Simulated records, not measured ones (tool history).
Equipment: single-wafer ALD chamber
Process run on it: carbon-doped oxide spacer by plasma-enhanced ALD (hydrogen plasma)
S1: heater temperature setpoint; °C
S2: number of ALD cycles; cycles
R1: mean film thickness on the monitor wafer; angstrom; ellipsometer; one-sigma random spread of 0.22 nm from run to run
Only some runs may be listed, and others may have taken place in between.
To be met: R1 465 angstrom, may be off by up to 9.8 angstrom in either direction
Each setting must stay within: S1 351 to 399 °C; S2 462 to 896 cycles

run 1 hour=0 | S1=375 S2=679 | R1=365.38
run 2 hour=9.7 | S1=375 S2=619 | R1=335.46
run 3 hour=14.7 | S1=380 S2=619 | R1=337.13
run 4 hour=17.4 | S1=374 S2=619 | R1=335.09
run 5 hour=26.6 | S1=374 S2=667 | R1=361.91
run 6 hour=32.9 | S1=374 S2=701 | R1=379.06
run 7 hour=41.8 | S1=374 S2=730 | R1=397.36
run 8 hour=48.1 | S1=374 S2=752 | R1=404.65
run 9 hour=51.2 | S1=374 S2=773 | R1=418.18
run 10 hour=59.2 | S1=374 S2=789 | R1=426.86
run 11 hour=64.5 | S1=374 S2=802 | R1=434.82
run 12 hour=67 | S1=374 S2=812 | R1=441.23
run 13 hour=74.3 | S1=374 S2=820 | R1=442.44

5 candidate next runs follow, results not yet known. Just one meets every target within its allowed miss. Identify it.
run A hour=81.6 | S1=359 S2=896 | R1=?
run B hour=81.6 | S1=372 S2=894 | R1=?
run C hour=81.6 | S1=373 S2=857 | R1=?
run D hour=81.6 | S1=381 S2=891 | R1=?
run E hour=81.6 | S1=378 S2=826 | R1=?

move=A R1=487
move=B R1=485.92
move=C R1=465.81
move=D R1=484.29
move=E R1=448.96
A: takes the result that was furthest off past its target
B: takes the result that was furthest off past its target
C: all results land within tolerance of their targets
D: takes the result that was furthest off past its target
E: moves toward the targets from the last run without getting all of them in spec
C is the move that brings every result within its allowed miss.
